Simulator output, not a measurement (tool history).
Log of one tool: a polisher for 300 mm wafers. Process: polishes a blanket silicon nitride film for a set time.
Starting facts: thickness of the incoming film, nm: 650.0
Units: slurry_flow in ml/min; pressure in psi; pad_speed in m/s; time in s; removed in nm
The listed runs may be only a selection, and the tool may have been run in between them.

run,hour,slurry_flow,pressure,pad_speed,time,removed
1,0,245,2.6,1.38,31,46.83
2,5.9,265,2.6,1.38,31,46.753
3,14.7,265,3.2,1.38,31,54.843
4,21.1,265,3.3,1.38,31,57.757
5,22.2,265,3.4,1.38,31,58.251
6,30.6,265,3.4,1.16,31,51.434
7,31.5,275,3.8,1.16,31,56.72

Forecast run 8:
8,34.4,275,3.9,1.16,31,?

{"run 8": {"removed": 57.635}}
